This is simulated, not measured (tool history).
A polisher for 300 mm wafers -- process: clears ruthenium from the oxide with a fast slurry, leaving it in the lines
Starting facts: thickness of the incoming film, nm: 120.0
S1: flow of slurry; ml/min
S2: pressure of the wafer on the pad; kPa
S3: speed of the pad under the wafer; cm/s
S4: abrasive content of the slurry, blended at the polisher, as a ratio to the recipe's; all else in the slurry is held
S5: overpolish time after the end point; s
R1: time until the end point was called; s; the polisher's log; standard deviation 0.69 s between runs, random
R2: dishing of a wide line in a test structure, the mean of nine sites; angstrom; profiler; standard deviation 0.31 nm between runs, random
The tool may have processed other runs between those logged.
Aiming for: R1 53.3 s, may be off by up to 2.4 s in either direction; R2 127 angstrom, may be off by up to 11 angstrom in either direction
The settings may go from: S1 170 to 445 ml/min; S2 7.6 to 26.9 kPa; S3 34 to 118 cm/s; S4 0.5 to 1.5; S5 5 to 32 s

run,hour,S1,S2,S3,S4,S5,R1,R2
1,0,285,17.2,76,1,16,42.249,319.55
2,7.8,285,15.9,76,1,12,43.924,246.88
3,13.5,285,14.5,76,1,10,49.232,186.22
4,18.4,285,14.5,60,1,10,59.457,161.07
# hour 23.4: worn pad replaced by a new one
5,23.4,285,14.5,74,1,10,47.241,207.16
6,26,285,14.5,82,1,10,41.005,217.73
7,31.9,285,12.4,82,1,9,48.019,175.18
8,40.3,285,11.7,82,1,8,51.763,150.72
9,45.2,285,11,82,1,5,54.597,88.932
10,50.5,285,11,82,1,6,55.551,105.5

Exactly one of the 4 candidate moves below puts every result within its allowed miss. Which one?
A,55.8,280,9,100,1.1,6,?,?
B,55.8,255,13.8,56,1.1,6,?,?
C,55.8,345,13.1,70,0.95,7,?,?
D,55.8,245,9.7,98,0.9,9,?,?

move,R1,R2
A,54.121,102.8
B,59.013,94.63
C,52.589,122.3
D,55.65,146.87
A: the biggest miss grows against the last run
B: the biggest miss grows against the last run
C: all results land within tolerance of their targets
D: takes the result that was furthest off past its target
C meets every target.
